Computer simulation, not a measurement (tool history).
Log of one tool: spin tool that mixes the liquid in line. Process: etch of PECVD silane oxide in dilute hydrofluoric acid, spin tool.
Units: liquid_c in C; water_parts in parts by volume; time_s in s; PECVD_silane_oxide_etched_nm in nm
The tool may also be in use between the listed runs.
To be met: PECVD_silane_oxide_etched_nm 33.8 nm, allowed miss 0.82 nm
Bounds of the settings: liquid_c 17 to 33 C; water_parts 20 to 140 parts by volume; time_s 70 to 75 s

run	hour	liquid_c	water_parts	time_s	PECVD_silane_oxide_etched_nm
1	0	25	75	70	17.366
2	7.8	28.5	75	70	19.81
3	8.6	29.5	70	70	22.402
4	9.7	30.5	65	70	25.247
5	14.4	30.5	65	70	25.169
# hour 23.1: thermometer replaced
6	23.1	31	60	70	26.159
7	32	31.5	55	70	29.726
8	40.1	32	55	70	30.114

5 next moves are on the table. One of them brings every result within its allowed miss. Which?
A	48.2	30	55	70	?
B	48.2	30.5	60	70	?
C	48.2	30.5	50	75	?
D	48.2	32	65	70	?
E	48.2	31	60	70	?

move	PECVD_silane_oxide_etched_nm
A	27.819
B	25.803
C	33.692
D	25.035
E	26.307
A: further off than the last run
B: further off than the last run
C: meets every target
D: further off than the last run
E: further off than the last run
The right move is C.
